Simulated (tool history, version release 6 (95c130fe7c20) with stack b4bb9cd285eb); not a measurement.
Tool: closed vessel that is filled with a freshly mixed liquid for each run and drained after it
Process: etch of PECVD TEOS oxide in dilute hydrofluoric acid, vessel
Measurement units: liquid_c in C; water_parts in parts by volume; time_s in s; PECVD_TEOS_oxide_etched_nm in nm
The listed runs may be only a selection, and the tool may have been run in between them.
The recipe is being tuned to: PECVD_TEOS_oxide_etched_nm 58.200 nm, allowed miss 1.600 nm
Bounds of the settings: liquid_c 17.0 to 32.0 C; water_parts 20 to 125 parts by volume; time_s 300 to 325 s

{"run": 1, "hour": 0.0, "liquid_c": 24.0, "water_parts": 70, "time_s": 300, "PECVD_TEOS_oxide_etched_nm": 66.116}
{"run": 2, "hour": 8.2, "liquid_c": 24.0, "water_parts": 95, "time_s": 300, "PECVD_TEOS_oxide_etched_nm": 47.31}
{"run": 3, "hour": 11.9, "liquid_c": 24.0, "water_parts": 85, "time_s": 300, "PECVD_TEOS_oxide_etched_nm": 53.448}
{"run": 4, "hour": 20.1, "liquid_c": 24.0, "water_parts": 60, "time_s": 300, "PECVD_TEOS_oxide_etched_nm": 79.031}
{"run": 5, "hour": 23.8, "liquid_c": 24.0, "water_parts": 40, "time_s": 300, "PECVD_TEOS_oxide_etched_nm": 121.45}
{"run": 6, "hour": 25.6, "liquid_c": 20.5, "water_parts": 40, "time_s": 300, "PECVD_TEOS_oxide_etched_nm": 102.72}
{"run": 7, "hour": 27.6, "liquid_c": 20.0, "water_parts": 45, "time_s": 300, "PECVD_TEOS_oxide_etched_nm": 90.38}
{"run": 8, "hour": 31.8, "liquid_c": 19.5, "water_parts": 45, "time_s": 300, "PECVD_TEOS_oxide_etched_nm": 87.923}
{"run": 9, "hour": 33.2, "liquid_c": 17.0, "water_parts": 70, "time_s": 300, "PECVD_TEOS_oxide_etched_nm": 49.136}
{"run": 10, "hour": 39.8, "liquid_c": 17.5, "water_parts": 70, "time_s": 300, "PECVD_TEOS_oxide_etched_nm": 50.625}
{"run": 11, "hour": 42.0, "liquid_c": 18.0, "water_parts": 70, "time_s": 300, "PECVD_TEOS_oxide_etched_nm": 51.36}
{"run": 12, "hour": 46.5, "liquid_c": 18.5, "water_parts": 70, "time_s": 300, "PECVD_TEOS_oxide_etched_nm": 52.899}
{"run": 13, "hour": 49.0, "liquid_c": 19.5, "water_parts": 70, "time_s": 300, "PECVD_TEOS_oxide_etched_nm": 55.112}

4 candidate next runs follow, results not yet known. Just one meets every target within its allowed miss. Identify it.
{"run": "A", "hour": 51.5, "liquid_c": 19.0, "water_parts": 65, "time_s": 315, "PECVD_TEOS_oxide_etched_nm": "?"}
{"run": "B", "hour": 51.5, "liquid_c": 20.0, "water_parts": 65, "time_s": 300, "PECVD_TEOS_oxide_etched_nm": "?"}
{"run": "C", "hour": 51.5, "liquid_c": 18.5, "water_parts": 70, "time_s": 300, "PECVD_TEOS_oxide_etched_nm": "?"}
{"run": "D", "hour": 51.5, "liquid_c": 19.0, "water_parts": 70, "time_s": 325, "PECVD_TEOS_oxide_etched_nm": "?"}

move=A PECVD_TEOS_oxide_etched_nm=60.573
move=B PECVD_TEOS_oxide_etched_nm=60.211
move=C PECVD_TEOS_oxide_etched_nm=52.143
move=D PECVD_TEOS_oxide_etched_nm=57.714
A: moves the result that the last run missed by most past its target, out the other side
B: moves the result that the last run missed by most past its target, out the other side
C: misses by more than the last run did
D: every result within its allowed miss
D meets every target.

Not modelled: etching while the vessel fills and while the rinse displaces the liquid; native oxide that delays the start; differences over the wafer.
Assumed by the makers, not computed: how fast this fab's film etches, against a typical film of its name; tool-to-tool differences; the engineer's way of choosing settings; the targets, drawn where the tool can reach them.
